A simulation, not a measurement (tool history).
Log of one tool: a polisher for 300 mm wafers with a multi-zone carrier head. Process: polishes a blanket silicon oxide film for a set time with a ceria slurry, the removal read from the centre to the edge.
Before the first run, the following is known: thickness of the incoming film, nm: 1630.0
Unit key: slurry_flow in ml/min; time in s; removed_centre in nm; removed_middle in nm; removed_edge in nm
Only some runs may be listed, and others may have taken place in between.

{"run": 1, "hour": 0.0, "slurry_flow": 200, "centre_zone": 1.0, "middle_zone": 1.0, "edge_zone": 1.0, "time": 88, "removed_centre": 367.0, "removed_middle": 367.22, "removed_edge": 360.24}
{"run": 2, "hour": 6.0, "slurry_flow": 185, "centre_zone": 1.0, "middle_zone": 1.0, "edge_zone": 1.0, "time": 88, "removed_centre": 371.34, "removed_middle": 355.97, "removed_edge": 360.15}
{"run": 3, "hour": 15.0, "slurry_flow": 220, "centre_zone": 1.0, "middle_zone": 1.0, "edge_zone": 1.0, "time": 88, "removed_centre": 377.68, "removed_middle": 372.38, "removed_edge": 365.56}
{"run": 4, "hour": 17.7, "slurry_flow": 220, "centre_zone": 0.96, "middle_zone": 1.0, "edge_zone": 1.0, "time": 88, "removed_centre": 360.26, "removed_middle": 376.21, "removed_edge": 363.58}
{"run": 5, "hour": 21.0, "slurry_flow": 220, "centre_zone": 1.03, "middle_zone": 1.0, "edge_zone": 1.0, "time": 88, "removed_centre": 393.02, "removed_middle": 368.5, "removed_edge": 373.89}
{"run": 6, "hour": 22.7, "slurry_flow": 230, "centre_zone": 1.04, "middle_zone": 1.03, "edge_zone": 1.0, "time": 92, "removed_centre": 412.12, "removed_middle": 398.28, "removed_edge": 380.96}
{"run": 7, "hour": 30.3, "slurry_flow": 235, "centre_zone": 1.05, "middle_zone": 1.04, "edge_zone": 1.02, "time": 96, "removed_centre": 432.02, "removed_middle": 415.43, "removed_edge": 411.4}
{"run": 8, "hour": 34.3, "slurry_flow": 245, "centre_zone": 1.06, "middle_zone": 1.06, "edge_zone": 1.02, "time": 99, "removed_centre": 452.83, "removed_middle": 448.11, "removed_edge": 425.67}

Predict the results of run 9:
{"run": 9, "hour": 36.7, "slurry_flow": 250, "centre_zone": 1.08, "middle_zone": 1.08, "edge_zone": 1.03, "time": 101, "removed_centre": "?", "removed_middle": "?", "removed_edge": "?"}

{"run 9": {"removed_centre": 477.47, "removed_middle": 451.08, "removed_edge": 437.78}}

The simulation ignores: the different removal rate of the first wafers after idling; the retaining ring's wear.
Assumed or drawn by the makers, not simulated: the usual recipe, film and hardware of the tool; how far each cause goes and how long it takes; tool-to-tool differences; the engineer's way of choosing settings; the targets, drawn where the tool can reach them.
